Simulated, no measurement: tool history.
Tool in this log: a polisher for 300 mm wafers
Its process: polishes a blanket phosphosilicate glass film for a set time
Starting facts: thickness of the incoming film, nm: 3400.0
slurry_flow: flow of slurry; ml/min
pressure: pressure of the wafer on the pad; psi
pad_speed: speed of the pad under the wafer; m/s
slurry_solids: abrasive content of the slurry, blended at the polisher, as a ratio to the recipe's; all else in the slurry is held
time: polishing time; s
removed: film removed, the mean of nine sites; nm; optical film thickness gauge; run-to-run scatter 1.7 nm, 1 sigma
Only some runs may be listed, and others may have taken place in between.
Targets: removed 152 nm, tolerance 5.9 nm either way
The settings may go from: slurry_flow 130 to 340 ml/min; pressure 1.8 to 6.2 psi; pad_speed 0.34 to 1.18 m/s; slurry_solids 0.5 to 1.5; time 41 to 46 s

run  hour  slurry_flow  pressure  pad_speed  slurry_solids  time  removed
  1     0          220         4       0.76              1    46   389.68
  2   3.9          220         4       0.76              1    41   348.84
  3  10.8          220       3.5        0.7              1    41   291.06
  4  12.8          220       3.5        0.7              1    46   331.88
  5  15.6          220       3.5        0.7              1    46   333.92
  6  20.4          220       3.1       0.62           0.95    46   264.55
  7  24.7          220       2.8       0.56           0.95    46   231.88
  8  26.7          220       2.6       0.52           0.95    46   207.56
  9  30.6          215       1.8       0.42           0.95    46   134.34
 10  36.3          225       1.9       0.42           0.95    46   143.75
     42.6  -- head pressure recalibrated
 11  42.6          225       1.9       0.42           0.95    46   132.15

Of the 4 settings listed for the next run, only one would bring every result within its allowed miss of target. Which one?
  A  48.9          205       2.2       0.38            1.1    42        ?
  B  48.9          250       2.3       0.48            0.8    46        ?
  C  48.9          220         2       0.38              1    46        ?
  D  48.9          215       2.2       0.52              1    45        ?

move  removed
   A      142
   B   151.44
   C   136.15
   D   166.38
A: better than the last run, though not everything is in spec
B: hits every target within its allowed miss
C: better than the last run, though not everything is in spec
D: moves the result that the last run missed by most past its target, out the other side
B is the move that brings every result within its allowed miss.

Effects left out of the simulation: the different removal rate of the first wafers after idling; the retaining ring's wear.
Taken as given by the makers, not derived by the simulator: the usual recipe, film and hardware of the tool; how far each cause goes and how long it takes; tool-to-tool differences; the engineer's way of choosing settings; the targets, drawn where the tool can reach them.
